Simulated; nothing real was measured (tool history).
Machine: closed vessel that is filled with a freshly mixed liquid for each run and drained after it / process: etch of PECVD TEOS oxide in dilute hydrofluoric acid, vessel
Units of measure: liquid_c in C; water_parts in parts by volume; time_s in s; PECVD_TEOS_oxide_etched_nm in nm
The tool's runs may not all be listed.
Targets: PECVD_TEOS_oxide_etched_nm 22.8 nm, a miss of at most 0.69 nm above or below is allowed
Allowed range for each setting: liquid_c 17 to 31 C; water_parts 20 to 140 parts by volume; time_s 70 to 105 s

run  hour  liquid_c  water_parts  time_s  PECVD_TEOS_oxide_etched_nm
  1     0        23           75     105                      13.782
  2   5.6      24.5           70     105                      15.773
  3   9.9      24.5           55     105                      20.656
  4  13.5      24.5           35     105                      33.256
  5  18.4      27.5           35     105                      37.761
  6  26.9      25.5           35     105                      34.589
  7  29.9        24           35     105                      32.652
  8  32.7        20           45     105                      21.116

Which of these 5 next moves meets every target?
  A  35.5      20.5           40     105                           ?
  B  35.5        20           40     100                           ?
  C  35.5      18.5           45     105                           ?
  D  35.5      17.5           35     105                           ?
  E  35.5        19           35     100                           ?

move  PECVD_TEOS_oxide_etched_nm
   A                      24.316
   B                      22.669
   C                       19.72
   D                      24.557
   E                      24.965
A: carries the result that was furthest off beyond its target, to the other side
B: in spec on every target
C: further off than the last run
D: carries the result that was furthest off beyond its target, to the other side
E: carries the result that was furthest off beyond its target, to the other side
So the answer is move B, the one that meets all the targets.
